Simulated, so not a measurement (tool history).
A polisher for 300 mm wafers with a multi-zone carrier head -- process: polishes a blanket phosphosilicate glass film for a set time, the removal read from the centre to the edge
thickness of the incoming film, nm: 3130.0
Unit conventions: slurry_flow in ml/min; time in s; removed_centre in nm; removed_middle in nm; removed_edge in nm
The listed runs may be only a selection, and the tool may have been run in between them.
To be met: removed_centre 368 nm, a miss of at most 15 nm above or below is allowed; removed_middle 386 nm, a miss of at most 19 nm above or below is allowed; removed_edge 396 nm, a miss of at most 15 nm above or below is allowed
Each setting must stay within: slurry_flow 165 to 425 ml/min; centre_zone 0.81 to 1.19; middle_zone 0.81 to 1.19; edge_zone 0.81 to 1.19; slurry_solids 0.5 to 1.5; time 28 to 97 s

| run | hour | slurry_flow | centre_zone | middle_zone | edge_zone | slurry_solids | time | removed_centre | removed_middle | removed_edge |
|---|---|---|---|---|---|---|---|---|---|---|
| 1 | 0 | 275 | 1 | 1 | 1 | 1 | 62 | 578.61 | 573.88 | 609.74 |
| 2 | 8.5 | 275 | 0.95 | 1 | 1 | 1 | 62 | 557.04 | 591.67 | 606.25 |
| 3 | 10 | 275 | 0.94 | 0.99 | 0.99 | 0.95 | 61 | 526.16 | 566.25 | 587.76 |
| 4 | 10.6 | 325 | 0.94 | 0.99 | 0.99 | 0.95 | 61 | 537.84 | 573.33 | 603.8 |
| 5 | 16.3 | 325 | 0.94 | 1.05 | 0.99 | 0.95 | 61 | 534.49 | 607.31 | 592.5 |
| 6 | 22.4 | 325 | 0.94 | 1.05 | 0.99 | 0.95 | 50 | 440.7 | 493.08 | 485.45 |
| 7 | 25.5 | 320 | 0.94 | 1.04 | 0.98 | 0.9 | 50 | 430.94 | 463.9 | 468.6 |
| 8 | 28.3 | 315 | 0.93 | 1.03 | 0.97 | 0.9 | 50 | 437.7 | 469.02 | 476.23 |

4 next moves are on the table. One of them brings every result within its allowed miss. Which?
| A | 31.1 | 315 | 1 | 0.82 | 0.93 | 1.05 | 39 | ? | ? | ? |
| B | 31.1 | 315 | 0.95 | 0.99 | 0.95 | 0.9 | 43 | ? | ? | ? |
| C | 31.1 | 185 | 1.14 | 0.9 | 0.85 | 0.65 | 57 | ? | ? | ? |
| D | 31.1 | 290 | 1.02 | 1.19 | 0.81 | 0.75 | 44 | ? | ? | ? |

| move | removed_centre | removed_middle | removed_edge |
|---|---|---|---|
| A | 375.73 | 330.59 | 384.9 |
| B | 369.33 | 384.71 | 401.52 |
| C | 467.52 | 384.6 | 412.55 |
| D | 371.43 | 407.12 | 348.51 |
A: puts the biggest miss on target and leaves a different result outside tolerance
B: in spec on every target
C: misses by more than the last run did
D: the result that was furthest off in the last run now lies on the other side of its target
B meets every target.

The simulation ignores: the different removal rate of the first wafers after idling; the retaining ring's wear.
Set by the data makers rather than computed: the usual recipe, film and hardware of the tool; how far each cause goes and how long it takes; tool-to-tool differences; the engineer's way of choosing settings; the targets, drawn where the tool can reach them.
